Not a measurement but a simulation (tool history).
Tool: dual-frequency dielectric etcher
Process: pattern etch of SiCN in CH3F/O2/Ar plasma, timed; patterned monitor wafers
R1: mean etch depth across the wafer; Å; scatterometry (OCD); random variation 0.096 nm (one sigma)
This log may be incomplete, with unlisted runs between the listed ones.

Run 1, hour 0: source power (kW) 0.47, bias power (kW) 0.079, etch time (s) 71. Result: R1 274.63 Å.
Run 2, hour 0.8: source power (kW) 0.47, bias power (kW) 0.085, etch time (s) 71. Result: R1 281.37 Å.
Run 3, hour 4.8: source power (kW) 0.47, bias power (kW) 0.085, etch time (s) 71. Result: R1 281.18 Å.
Run 4, hour 7.7: source power (kW) 0.47, bias power (kW) 0.076, etch time (s) 71. Result: R1 270.72 Å.
Run 5, hour 11.8: source power (kW) 0.39, bias power (kW) 0.076, etch time (s) 71. Result: R1 253.82 Å.
Run 6, hour 14.1: source power (kW) 0.45, bias power (kW) 0.082, etch time (s) 71.5. Result: R1 276.02 Å.
Run 7, hour 20.7: source power (kW) 0.55, bias power (kW) 0.097, etch time (s) 72.5. Result: R1 316.44 Å.

Expected results for the next run?
Run 8, hour 27.7: source power (kW) 0.57, bias power (kW) 0.098, etch time (s) 72.5. Result: R1 ?.

{"run 8": {"R1": 323.41}}
